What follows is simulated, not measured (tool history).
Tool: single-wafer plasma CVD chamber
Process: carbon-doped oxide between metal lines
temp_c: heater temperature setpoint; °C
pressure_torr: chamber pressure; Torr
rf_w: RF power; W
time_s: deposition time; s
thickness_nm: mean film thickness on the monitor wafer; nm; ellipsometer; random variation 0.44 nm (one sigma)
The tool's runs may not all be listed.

run,hour,temp_c,pressure_torr,rf_w,time_s,thickness_nm
1,0.0,330,3.61,640,23.8,150.17
2,3.6,330,4.11,640,23.8,153.71
3,5.6,331,4.01,630,23.8,150.45
4,9.5,324,4.01,630,23.8,155.02
5,15.0,326,3.91,620,23.8,150.98
6,21.9,326,3.91,620,22.7,144.34
7,25.3,327,3.83,615,22.7,142.00
8,29.3,328,3.76,610,22.7,140.50
9,33.6,329,3.70,610,22.7,140.22
10,37.8,330,3.63,605,22.7,137.90
11,40.3,331,3.58,605,22.7,137.21
# hour 45.1: capacitance manometer re-zeroed and calibrated
12,45.1,332,3.53,605,22.7,135.30
13,47.4,333,3.50,605,22.7,135.63
14,52.9,334,3.46,605,22.7,133.56
15,54.0,334,3.46,605,22.7,133.96
16,58.2,335,3.43,605,22.7,134.22

Forecast run 17:
17,62.8,336,3.39,605,22.7,?

thickness_nm: 132.58 nm
